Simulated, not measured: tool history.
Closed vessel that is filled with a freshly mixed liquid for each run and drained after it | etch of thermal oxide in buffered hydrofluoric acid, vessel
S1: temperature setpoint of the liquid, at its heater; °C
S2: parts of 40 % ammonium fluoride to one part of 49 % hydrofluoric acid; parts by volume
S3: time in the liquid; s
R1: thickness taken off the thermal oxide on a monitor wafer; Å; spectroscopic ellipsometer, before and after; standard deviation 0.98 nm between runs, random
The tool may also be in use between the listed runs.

| run | hour | S1 | S2 | S3 | R1 |
|---|---|---|---|---|---|
| 1 | 0.0 | 23.0 | 14.0 | 85 | 582.22 |
| 2 | 2.4 | 23.0 | 11.0 | 85 | 727.66 |
| 3 | 4.6 | 25.5 | 10.5 | 85 | 874.46 |
| 4 | 11.4 | 25.5 | 12.5 | 85 | 730.52 |
| 5 | 13.7 | 27.0 | 11.5 | 85 | 860.75 |
| 6 | 20.5 | 27.0 | 11.5 | 85 | 870.11 |
| 7 | 23.0 | 28.0 | 11.0 | 85 | 951.89 |
| 8 | 28.1 | 29.0 | 10.5 | 85 | 1038.60 |
| 9 | 37.1 | 31.0 | 8.5 | 85 | 1420.40 |

Run 10 is up next; what results do you expect?
|  | 41.1 | hydrofluoric acid flow meter replaced |
| 10 | 41.1 | 30.5 | 8.5 | 85 | ? |

R1: 1525.00 Å
